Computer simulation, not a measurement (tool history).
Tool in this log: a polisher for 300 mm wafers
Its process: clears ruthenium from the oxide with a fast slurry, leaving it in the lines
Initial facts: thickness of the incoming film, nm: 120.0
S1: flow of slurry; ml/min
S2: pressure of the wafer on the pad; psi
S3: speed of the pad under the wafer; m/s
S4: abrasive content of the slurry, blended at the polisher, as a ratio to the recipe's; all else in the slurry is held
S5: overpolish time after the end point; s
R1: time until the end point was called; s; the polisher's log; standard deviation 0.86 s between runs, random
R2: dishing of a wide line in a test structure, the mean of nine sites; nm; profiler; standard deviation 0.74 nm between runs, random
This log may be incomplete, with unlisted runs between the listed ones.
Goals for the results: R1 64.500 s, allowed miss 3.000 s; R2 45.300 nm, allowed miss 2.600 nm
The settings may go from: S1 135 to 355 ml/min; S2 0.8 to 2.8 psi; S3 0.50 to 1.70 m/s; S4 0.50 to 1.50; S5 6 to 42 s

Run 1, day 0.000: S1 225 ml/min, S2 1.8 psi, S3 1.10 m/s, S4 1.00, S5 21 s. Result: R1 34.514 s, R2 56.286 nm.
Run 2, day 0.246: S1 225 ml/min, S2 1.8 psi, S3 1.10 m/s, S4 1.10, S5 21 s. Result: R1 32.746 s, R2 58.964 nm.
Run 3, day 0.338: S1 225 ml/min, S2 1.8 psi, S3 0.90 m/s, S4 1.10, S5 21 s. Result: R1 37.803 s, R2 52.326 nm.
Run 4, day 0.438: S1 225 ml/min, S2 1.6 psi, S3 0.90 m/s, S4 1.10, S5 21 s. Result: R1 40.803 s, R2 48.521 nm.
Run 5, day 0.808: S1 225 ml/min, S2 1.5 psi, S3 0.88 m/s, S4 1.10, S5 22 s. Result: R1 43.286 s, R2 48.434 nm.
Run 6, day 1.133: S1 225 ml/min, S2 1.5 psi, S3 1.12 m/s, S4 1.10, S5 22 s. Result: R1 36.796 s, R2 56.012 nm.
Run 7, day 1.175: S1 225 ml/min, S2 1.4 psi, S3 1.08 m/s, S4 1.10, S5 23 s. Result: R1 39.182 s, R2 54.443 nm.
Run 8, day 1.317: S1 225 ml/min, S2 1.3 psi, S3 1.04 m/s, S4 1.10, S5 24 s. Result: R1 43.137 s, R2 52.068 nm.
Run 9, day 1.583: S1 225 ml/min, S2 1.2 psi, S3 1.02 m/s, S4 1.10, S5 25 s. Result: R1 43.797 s, R2 53.064 nm.
Run 10, day 1.704: S1 225 ml/min, S2 1.1 psi, S3 0.98 m/s, S4 1.10, S5 26 s. Result: R1 47.897 s, R2 51.038 nm.
Run 11, day 1.850: S1 225 ml/min, S2 1.1 psi, S3 0.96 m/s, S4 1.10, S5 26 s. Result: R1 49.766 s, R2 50.138 nm.
Run 12, day 1.996: S1 225 ml/min, S2 1.1 psi, S3 0.94 m/s, S4 1.10, S5 26 s. Result: R1 51.249 s, R2 50.478 nm.
Run 13, day 2.242: S1 225 ml/min, S2 1.1 psi, S3 0.92 m/s, S4 1.10, S5 26 s. Result: R1 51.015 s, R2 49.598 nm.
Run 14, day 2.383: S1 225 ml/min, S2 1.1 psi, S3 0.90 m/s, S4 1.10, S5 26 s. Result: R1 51.870 s, R2 48.969 nm.
Run 15, day 2.633: S1 225 ml/min, S2 1.1 psi, S3 0.88 m/s, S4 1.10, S5 26 s. Result: R1 51.895 s, R2 48.708 nm.
Run 16, day 2.796: S1 225 ml/min, S2 1.1 psi, S3 0.86 m/s, S4 1.10, S5 26 s. Result: R1 52.563 s, R2 47.860 nm.

Consider the 4 candidate settings below. Which is the only one whose results all fall within their allowed miss of target?
Run A, day 2.958: S1 190 ml/min, S2 0.8 psi, S3 0.84 m/s, S4 1.15, S5 29 s. Result: R1 ?, R2 ?.
Run B, day 2.958: S1 245 ml/min, S2 1.0 psi, S3 0.72 m/s, S4 1.25, S5 24 s. Result: R1 ?, R2 ?.
Run C, day 2.958: S1 295 ml/min, S2 1.3 psi, S3 1.12 m/s, S4 1.15, S5 22 s. Result: R1 ?, R2 ?.
Run D, day 2.958: S1 210 ml/min, S2 1.4 psi, S3 0.62 m/s, S4 1.10, S5 24 s. Result: R1 ?, R2 ?.

move      R1      R2
   A  63.598  44.498
   B  58.881  40.318
   C  38.269  54.280
   D  57.402  41.236
A: meets every target
B: an improvement on the last run, though not all results are within tolerance
C: further off than the last run
D: an improvement on the last run, though not all results are within tolerance
So the answer is move A, the one that meets all the targets.
